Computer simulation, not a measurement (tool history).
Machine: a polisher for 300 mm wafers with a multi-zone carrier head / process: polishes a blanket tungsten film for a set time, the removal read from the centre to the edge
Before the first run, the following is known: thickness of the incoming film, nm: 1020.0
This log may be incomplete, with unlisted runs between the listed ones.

| run | day | flow of slurry (ml/min) | pressure of the head's centre zone | pressure of the head's middle zone | pressure of the head's edge zone | abrasive content of the slurry | polishing time (s) | film removed at the wafer's centre (Å) | film removed at mid-radius (Å) | film removed at the wafer's edge (Å) |
|---|---|---|---|---|---|---|---|---|---|---|
| 1 | 0 | 125 | 1 | 1 | 1 | 1 | 49 | 3573.6 | 3619.3 | 3654.8 |
| 2 | 0.362 | 125 | 1.07 | 1 | 1 | 1 | 49 | 3813.9 | 3673 | 3520.8 |
| 3 | 0.6 | 125 | 1.07 | 1 | 0.95 | 1 | 49 | 3748.8 | 3696.2 | 3420.6 |
| 4 | 0.775 | 125 | 1.01 | 1 | 0.95 | 1 | 49 | 3577.1 | 3570.3 | 3505.4 |
| 5 | 1.025 | 125 | 0.98 | 1 | 0.95 | 1 | 49 | 3561.1 | 3551.2 | 3445.2 |
| 6 | 1.154 | 135 | 1.01 | 1 | 0.96 | 1.05 | 49 | 3709.4 | 3723.5 | 3609.3 |
| 7 | 1.45 | 145 | 1.04 | 0.99 | 0.97 | 1.1 | 49 | 3824.1 | 3764.1 | 3663.4 |

What will run 8 give?
| 8 | 1.588 | 165 | 1.14 | 1.01 | 1 | 1.35 | 51 | ? | ? | ? |

{"run 8": {"film removed at the wafer's centre (Å)": 4766.9, "film removed at mid-radius (Å)": 4180.3, "film removed at the wafer's edge (Å)": 4003.1}}

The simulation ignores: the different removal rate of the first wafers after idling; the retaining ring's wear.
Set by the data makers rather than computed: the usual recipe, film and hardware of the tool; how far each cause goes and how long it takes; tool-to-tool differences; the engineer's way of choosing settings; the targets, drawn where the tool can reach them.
